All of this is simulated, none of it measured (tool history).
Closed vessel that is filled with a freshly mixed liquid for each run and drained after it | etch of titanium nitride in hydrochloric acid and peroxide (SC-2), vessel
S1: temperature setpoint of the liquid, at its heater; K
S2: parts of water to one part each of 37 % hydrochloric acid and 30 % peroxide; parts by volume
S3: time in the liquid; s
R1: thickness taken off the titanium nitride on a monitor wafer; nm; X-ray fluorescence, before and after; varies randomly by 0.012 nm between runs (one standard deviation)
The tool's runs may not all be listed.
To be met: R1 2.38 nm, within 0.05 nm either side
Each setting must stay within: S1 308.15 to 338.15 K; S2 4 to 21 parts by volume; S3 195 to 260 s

run 1 day=0 | S1=322.15 S2=11.5 S3=260 | R1=6.1527
run 2 day=0.304 | S1=327.15 S2=11.5 S3=260 | R1=8.6441
run 3 day=0.667 | S1=323.65 S2=11.5 S3=260 | R1=6.8384
run 4 day=0.758 | S1=320.15 S2=11.5 S3=260 | R1=5.4569
-- day=0.812 new drum of peroxide connected
run 5 day=0.812 | S1=327.15 S2=11.5 S3=260 | R1=9.0574
run 6 day=1.208 | S1=324.65 S2=11.5 S3=260 | R1=7.6409
run 7 day=1.4 | S1=321.65 S2=11.5 S3=260 | R1=6.2759
run 8 day=1.612 | S1=319.15 S2=12 S3=260 | R1=5.1264
run 9 day=1.908 | S1=317.15 S2=12 S3=260 | R1=4.4782
run 10 day=2.15 | S1=315.65 S2=12 S3=260 | R1=4.0095
run 11 day=2.379 | S1=314.15 S2=12 S3=260 | R1=3.6217
run 12 day=2.475 | S1=313.15 S2=12 S3=260 | R1=3.3411

Consider the 5 candidate settings below. Which is the only one whose results all fall within their allowed miss of target?
run A day=2.571 | S1=312.65 S2=12 S3=200 | R1=?
run B day=2.571 | S1=311.65 S2=12.5 S3=205 | R1=?
run C day=2.571 | S1=314.15 S2=15.5 S3=205 | R1=?
run D day=2.571 | S1=311.15 S2=12.5 S3=210 | R1=?
run E day=2.571 | S1=315.15 S2=15.5 S3=200 | R1=?

move=A R1=2.486
move=B R1=2.2906
move=C R1=2.2672
move=D R1=2.2637
move=E R1=2.3731
A: nearer the targets than the last run, but a result is still out of spec
B: carries the result that was furthest off beyond its target, to the other side
C: carries the result that was furthest off beyond its target, to the other side
D: carries the result that was furthest off beyond its target, to the other side
E: hits every target within its allowed miss
The right move is E.
